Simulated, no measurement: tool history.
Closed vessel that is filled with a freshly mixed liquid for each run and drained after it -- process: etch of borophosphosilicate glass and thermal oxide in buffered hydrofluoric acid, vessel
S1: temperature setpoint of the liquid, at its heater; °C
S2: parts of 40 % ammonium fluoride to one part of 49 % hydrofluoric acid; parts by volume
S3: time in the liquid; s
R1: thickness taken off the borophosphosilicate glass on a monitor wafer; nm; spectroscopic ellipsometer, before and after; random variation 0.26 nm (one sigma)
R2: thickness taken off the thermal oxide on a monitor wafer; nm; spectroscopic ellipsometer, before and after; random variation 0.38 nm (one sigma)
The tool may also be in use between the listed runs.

{"run": 1, "day": 0.0, "S1": 25, "S2": 7.0, "S3": 60, "R1": 102.98, "R2": 111.59}
{"run": 2, "day": 0.3, "S1": 23, "S2": 8.0, "S3": 60, "R1": 79.989, "R2": 84.982}
{"run": 3, "day": 0.362, "S1": 23, "S2": 8.0, "S3": 50, "R1": 66.216, "R2": 71.635}
{"run": 4, "day": 0.45, "S1": 23, "S2": 6.0, "S3": 50, "R1": 88.638, "R2": 94.291}
{"run": 5, "day": 0.796, "S1": 23, "S2": 5.0, "S3": 50, "R1": 103.75, "R2": 111.4}
{"run": 6, "day": 0.962, "S1": 23, "S2": 5.0, "S3": 60, "R1": 125.21, "R2": 134.02}
{"run": 7, "day": 1.079, "S1": 19, "S2": 7.5, "S3": 60, "R1": 69.743, "R2": 72.959}
{"run": 8, "day": 1.346, "S1": 17, "S2": 10.0, "S3": 60, "R1": 46.983, "R2": 51.408}

Run 9 is up next; what results do you expect?
{"run": 9, "day": 1.488, "S1": 17, "S2": 10.5, "S3": 60, "R1": "?", "R2": "?"}

Run 9 produced R1 44.944 nm, R2 48.303 nm.

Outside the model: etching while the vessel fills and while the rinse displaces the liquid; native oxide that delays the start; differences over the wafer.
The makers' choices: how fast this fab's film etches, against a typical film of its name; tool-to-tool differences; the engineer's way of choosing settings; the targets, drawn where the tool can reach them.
